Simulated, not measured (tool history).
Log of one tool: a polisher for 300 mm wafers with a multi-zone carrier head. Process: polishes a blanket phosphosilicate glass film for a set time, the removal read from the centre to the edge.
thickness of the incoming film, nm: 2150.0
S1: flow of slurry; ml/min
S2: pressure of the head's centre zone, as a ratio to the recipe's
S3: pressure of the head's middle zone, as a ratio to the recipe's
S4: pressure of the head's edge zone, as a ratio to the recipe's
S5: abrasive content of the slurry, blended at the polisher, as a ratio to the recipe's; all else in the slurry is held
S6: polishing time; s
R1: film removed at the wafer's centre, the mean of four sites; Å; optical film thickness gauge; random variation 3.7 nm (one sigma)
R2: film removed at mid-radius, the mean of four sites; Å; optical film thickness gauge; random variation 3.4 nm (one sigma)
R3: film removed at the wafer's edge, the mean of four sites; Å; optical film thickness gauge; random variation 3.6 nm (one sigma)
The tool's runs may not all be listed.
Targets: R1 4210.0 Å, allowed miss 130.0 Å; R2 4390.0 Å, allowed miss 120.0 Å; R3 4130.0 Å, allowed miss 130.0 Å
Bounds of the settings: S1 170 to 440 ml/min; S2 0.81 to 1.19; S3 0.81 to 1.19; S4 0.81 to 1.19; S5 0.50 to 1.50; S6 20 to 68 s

run 1 hour=0.0 | S1=280 S2=1.00 S3=1.00 S4=1.00 S5=1.00 S6=44 | R1=6603.5 R2=6940.1 R3=6554.6
run 2 hour=4.4 | S1=280 S2=0.99 S3=0.99 S4=0.98 S5=0.95 S6=43 | R1=6172.2 R2=6458.9 R3=6178.0
run 3 hour=11.4 | S1=305 S2=0.99 S3=0.99 S4=0.98 S5=0.95 S6=43 | R1=6292.1 R2=6548.8 R3=6108.1
run 4 hour=20.3 | S1=315 S2=0.97 S3=0.97 S4=0.96 S5=0.90 S6=43 | R1=5833.4 R2=6259.9 R3=5973.1
run 5 hour=21.9 | S1=315 S2=0.97 S3=0.97 S4=0.90 S5=0.90 S6=43 | R1=5943.7 R2=6194.2 R3=5736.6
run 6 hour=27.2 | S1=315 S2=0.97 S3=0.97 S4=0.90 S5=0.90 S6=39 | R1=5403.4 R2=5689.4 R3=5170.5
run 7 hour=36.1 | S1=320 S2=0.97 S3=0.96 S4=0.89 S5=0.85 S6=39 | R1=5201.2 R2=5425.6 R3=4991.2
run 8 hour=43.1 | S1=320 S2=0.97 S3=0.96 S4=0.89 S5=0.85 S6=39 | R1=5202.8 R2=5346.7 R3=5013.0
run 9 hour=50.7 | S1=330 S2=0.97 S3=0.96 S4=0.88 S5=0.80 S6=39 | R1=5123.3 R2=5235.2 R3=4882.8
run 10 hour=56.6 | S1=330 S2=0.96 S3=0.96 S4=0.87 S5=0.75 S6=39 | R1=4829.9 R2=5029.8 R3=4644.9
run 11 hour=59.1 | S1=325 S2=0.95 S3=0.95 S4=0.86 S5=0.75 S6=39 | R1=4723.9 R2=4967.1 R3=4548.9
run 12 hour=62.2 | S1=245 S2=0.90 S3=0.85 S4=0.81 S5=0.70 S6=39 | R1=4167.1 R2=4174.8 R3=4168.3
run 13 hour=66.5 | S1=250 S2=0.90 S3=0.86 S4=0.81 S5=0.70 S6=39 | R1=4178.4 R2=4211.9 R3=4174.1

Which of these 4 next moves meets every target?
run A hour=70.8 | S1=220 S2=0.96 S3=0.83 S4=0.82 S5=0.70 S6=38 | R1=? R2=? R3=?
run B hour=70.8 | S1=270 S2=0.94 S3=0.86 S4=0.88 S5=0.60 S6=43 | R1=? R2=? R3=?
run C hour=70.8 | S1=270 S2=0.93 S3=0.91 S4=0.83 S5=0.60 S6=43 | R1=? R2=? R3=?
run D hour=70.8 | S1=230 S2=0.97 S3=0.82 S4=0.81 S5=0.75 S6=38 | R1=? R2=? R3=?

move=A R1=4182.5 R2=3933.4 R3=4001.1
move=B R1=4253.3 R2=4192.5 R3=4242.5
move=C R1=4209.2 R2=4393.7 R3=4131.2
move=D R1=4465.2 R2=4111.7 R3=4195.5
A: further off than the last run
B: further off than the last run
C: meets every target
D: further off than the last run
Answer: C
